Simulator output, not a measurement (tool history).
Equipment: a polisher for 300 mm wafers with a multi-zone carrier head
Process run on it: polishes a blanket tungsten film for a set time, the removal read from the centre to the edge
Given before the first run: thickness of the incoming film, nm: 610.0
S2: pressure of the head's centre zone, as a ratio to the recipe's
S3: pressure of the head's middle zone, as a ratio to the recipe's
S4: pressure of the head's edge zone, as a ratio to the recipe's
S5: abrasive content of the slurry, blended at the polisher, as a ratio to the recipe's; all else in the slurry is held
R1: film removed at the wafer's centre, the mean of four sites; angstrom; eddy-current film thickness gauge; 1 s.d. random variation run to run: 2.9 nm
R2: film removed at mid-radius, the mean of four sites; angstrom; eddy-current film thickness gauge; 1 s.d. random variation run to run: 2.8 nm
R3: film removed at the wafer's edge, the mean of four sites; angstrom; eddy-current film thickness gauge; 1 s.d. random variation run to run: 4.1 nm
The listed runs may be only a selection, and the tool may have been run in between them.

run 1 hour=0.0 | flow_of_slurry_(ml/min)=180 S2=1.00 S3=1.00 S4=1.00 S5=1.00 polishing_time_(s)=26 | R1=2175.6 R2=2152.3 R3=2202.8
run 2 hour=1.1 | flow_of_slurry_(ml/min)=145 S2=1.00 S3=1.00 S4=1.00 S5=1.00 polishing_time_(s)=26 | R1=2063.5 R2=2056.8 R3=2049.5
run 3 hour=1.7 | flow_of_slurry_(ml/min)=175 S2=1.05 S3=0.99 S4=1.03 S5=1.10 polishing_time_(s)=26 | R1=2328.8 R2=2149.3 R3=2252.5
run 4 hour=4.9 | flow_of_slurry_(ml/min)=200 S2=1.08 S3=0.99 S4=1.06 S5=1.20 polishing_time_(s)=26 | R1=2496.2 R2=2231.4 R3=2364.5
run 5 hour=6.1 | flow_of_slurry_(ml/min)=200 S2=1.08 S3=0.99 S4=1.12 S5=1.20 polishing_time_(s)=26 | R1=2520.8 R2=2273.0 R3=2395.1
run 6 hour=10.2 | flow_of_slurry_(ml/min)=200 S2=1.02 S3=0.99 S4=1.12 S5=1.20 polishing_time_(s)=26 | R1=2367.9 R2=2233.0 R3=2372.3
run 7 hour=13.6 | flow_of_slurry_(ml/min)=215 S2=1.05 S3=0.97 S4=1.13 S5=1.30 polishing_time_(s)=27 | R1=2603.9 R2=2346.9 R3=2533.3
run 8 hour=22.4 | flow_of_slurry_(ml/min)=220 S2=1.07 S3=0.95 S4=1.15 S5=1.35 polishing_time_(s)=28 | R1=2794.6 R2=2427.0 R3=2679.7
run 9 hour=28.2 | flow_of_slurry_(ml/min)=225 S2=1.09 S3=0.93 S4=1.16 S5=1.40 polishing_time_(s)=28 | R1=2839.1 R2=2405.2 R3=2801.9

For run 10, what comes out?
run 10 hour=35.7 | flow_of_slurry_(ml/min)=235 S2=1.12 S3=0.93 S4=1.15 S5=1.40 polishing_time_(s)=28 | R1=? R2=? R3=?

Run 10 yielded R1 3033.3 angstrom, R2 2434.9 angstrom, R3 2741.6 angstrom.

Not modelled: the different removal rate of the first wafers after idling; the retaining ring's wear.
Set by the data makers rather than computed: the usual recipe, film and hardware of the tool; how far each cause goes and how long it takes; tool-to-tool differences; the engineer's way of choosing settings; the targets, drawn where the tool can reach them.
